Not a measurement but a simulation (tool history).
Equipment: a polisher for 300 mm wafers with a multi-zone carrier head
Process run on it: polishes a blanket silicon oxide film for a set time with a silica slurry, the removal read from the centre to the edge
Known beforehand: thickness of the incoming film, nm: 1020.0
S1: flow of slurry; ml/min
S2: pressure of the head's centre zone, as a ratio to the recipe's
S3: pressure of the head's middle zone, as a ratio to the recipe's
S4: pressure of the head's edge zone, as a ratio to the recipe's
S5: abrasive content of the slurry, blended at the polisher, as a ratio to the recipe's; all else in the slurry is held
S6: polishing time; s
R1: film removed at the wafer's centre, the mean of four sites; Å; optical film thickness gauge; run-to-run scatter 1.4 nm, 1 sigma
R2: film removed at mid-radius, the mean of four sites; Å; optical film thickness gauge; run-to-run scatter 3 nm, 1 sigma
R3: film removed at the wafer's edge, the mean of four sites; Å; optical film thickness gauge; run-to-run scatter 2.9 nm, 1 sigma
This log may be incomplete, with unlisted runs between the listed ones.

{"run": 1, "hour": 0.0, "S1": 305, "S2": 1.0, "S3": 1.0, "S4": 1.0, "S5": 1.0, "S6": 84, "R1": 3102.7, "R2": 2974.9, "R3": 2974.9}
{"run": 2, "hour": 6.4, "S1": 255, "S2": 1.0, "S3": 1.0, "S4": 1.0, "S5": 1.0, "S6": 84, "R1": 2988.6, "R2": 2936.8, "R3": 2921.0}
{"run": 3, "hour": 13.4, "S1": 255, "S2": 0.98, "S3": 1.0, "S4": 0.98, "S5": 0.95, "S6": 84, "R1": 2874.6, "R2": 2906.2, "R3": 2877.5}
{"run": 4, "hour": 15.8, "S1": 255, "S2": 0.92, "S3": 1.0, "S4": 0.98, "S5": 0.95, "S6": 84, "R1": 2753.3, "R2": 2878.5, "R3": 2902.2}
{"run": 5, "hour": 22.8, "S1": 255, "S2": 0.91, "S3": 1.0, "S4": 0.97, "S5": 0.9, "S6": 83, "R1": 2611.6, "R2": 2821.2, "R3": 2754.2}
{"run": 6, "hour": 25.5, "S1": 295, "S2": 0.91, "S3": 1.0, "S4": 0.97, "S5": 0.9, "S6": 83, "R1": 2644.9, "R2": 2805.9, "R3": 2744.2}
{"run": 7, "hour": 27.9, "S1": 300, "S2": 0.9, "S3": 0.99, "S4": 0.96, "S5": 0.85, "S6": 83, "R1": 2565.2, "R2": 2693.5, "R3": 2669.7}
{"run": 8, "hour": 33.4, "S1": 280, "S2": 0.81, "S3": 1.0, "S4": 0.86, "S5": 0.6, "S6": 81, "R1": 1893.0, "R2": 2245.5, "R3": 2113.1}

Estimate the outcome of run 9 from the log above:
{"run": 9, "hour": 34.0, "S1": 285, "S2": 0.81, "S3": 1.0, "S4": 0.86, "S5": 0.6, "S6": 81, "R1": "?", "R2": "?", "R3": "?"}

{"run 9": {"R1": 1923.2, "R2": 2331.4, "R3": 2153.0}}

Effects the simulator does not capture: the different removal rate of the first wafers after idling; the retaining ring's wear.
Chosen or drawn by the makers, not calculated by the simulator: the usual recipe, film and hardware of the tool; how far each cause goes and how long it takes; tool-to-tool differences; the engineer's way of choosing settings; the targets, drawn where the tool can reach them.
